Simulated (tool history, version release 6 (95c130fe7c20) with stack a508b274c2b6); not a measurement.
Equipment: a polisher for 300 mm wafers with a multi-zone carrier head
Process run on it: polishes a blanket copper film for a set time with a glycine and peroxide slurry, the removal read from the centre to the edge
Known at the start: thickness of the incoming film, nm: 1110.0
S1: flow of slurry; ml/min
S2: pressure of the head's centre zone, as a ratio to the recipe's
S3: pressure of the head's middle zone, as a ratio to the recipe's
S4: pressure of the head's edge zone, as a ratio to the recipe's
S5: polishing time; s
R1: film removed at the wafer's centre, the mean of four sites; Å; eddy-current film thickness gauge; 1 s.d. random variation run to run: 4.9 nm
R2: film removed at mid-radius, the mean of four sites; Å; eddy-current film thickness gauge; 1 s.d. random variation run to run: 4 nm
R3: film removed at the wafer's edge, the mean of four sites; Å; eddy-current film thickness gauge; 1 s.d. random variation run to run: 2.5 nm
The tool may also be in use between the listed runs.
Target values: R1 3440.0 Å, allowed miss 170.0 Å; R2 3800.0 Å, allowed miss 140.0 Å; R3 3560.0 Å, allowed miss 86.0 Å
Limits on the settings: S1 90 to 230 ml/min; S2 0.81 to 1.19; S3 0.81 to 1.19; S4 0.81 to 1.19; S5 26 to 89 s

run  hour   S1    S2    S3    S4  S5      R1      R2      R3
  1   0.0  150  1.00  1.00  1.00  57  3244.6  3229.8  3241.3
  2   1.0  150  1.00  1.06  1.00  57  3139.9  3439.5  3243.0
  3   2.9  150  1.04  1.06  1.00  57  3378.2  3403.5  3255.5
  4   8.2  150  1.04  1.06  0.95  57  3380.0  3316.8  3153.2
  5  10.8  150  1.04  1.06  0.95  66  3944.1  3876.7  3680.4
  6  14.3  150  1.04  1.10  0.95  66  3853.5  4074.1  3667.7
  7  18.6  145  1.03  1.10  0.95  66  3832.0  4060.8  3677.4
  8  25.8  140  1.02  1.10  0.95  66  3712.3  4018.5  3627.9

Below are 4 possible settings for the next run. Only one of them brings all results inside the allowed miss of their targets. Which is it?
  A  33.0  135  1.04  1.07  0.96  67   ?   ?   ?
  B  33.0  155  1.09  1.09  0.90  64   ?   ?   ?
  C  33.0  140  0.99  1.15  1.01  66   ?   ?   ?
  D  33.0  150  0.98  1.11  1.03  62   ?   ?   ?

move      R1      R2      R3
   A  3861.2  3922.0  3662.5
   B  4001.2  3921.1  3467.2
   C  3656.0  4145.2  3714.7
   D  3456.5  3834.0  3562.6
A: further off than the last run
B: further off than the last run
C: further off than the last run
D: in spec on every target
Answer: D
